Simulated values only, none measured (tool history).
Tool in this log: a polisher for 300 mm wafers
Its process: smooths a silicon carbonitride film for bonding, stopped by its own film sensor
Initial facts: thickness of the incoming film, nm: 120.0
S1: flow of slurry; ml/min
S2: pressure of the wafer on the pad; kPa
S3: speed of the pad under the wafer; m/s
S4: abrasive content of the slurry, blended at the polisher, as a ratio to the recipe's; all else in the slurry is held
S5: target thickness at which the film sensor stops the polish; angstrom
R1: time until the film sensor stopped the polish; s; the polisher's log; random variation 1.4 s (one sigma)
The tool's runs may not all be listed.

run  hour   S1    S2    S3   S4    S5       R1
  1   0.0  165  16.5  0.86  1.0  1010   62.164
  2   1.2  165  16.5  0.98  1.0  1010   57.665
  3   6.0  135  16.5  0.98  1.0  1010   59.743
  4  11.8  135  14.5  0.98  1.0  1010   69.395
  5  18.0  135  14.5  0.98  1.2  1010   63.509
  6  22.7  130  13.1  0.94  1.2  1010   74.112
  7  29.9  125  11.7  0.92  1.2  1010   85.113
  8  32.2  120  11.0  0.92  1.2  1010   87.861
  9  40.6  120  10.3  0.90  1.2  1010   97.110
 10  48.4  120   9.7  0.90  1.2  1010  104.910

Forecast run 11:
 11  57.2  120  9.0  0.90  1.2  1010   ?

{"run 11": {"R1": 110.87}}
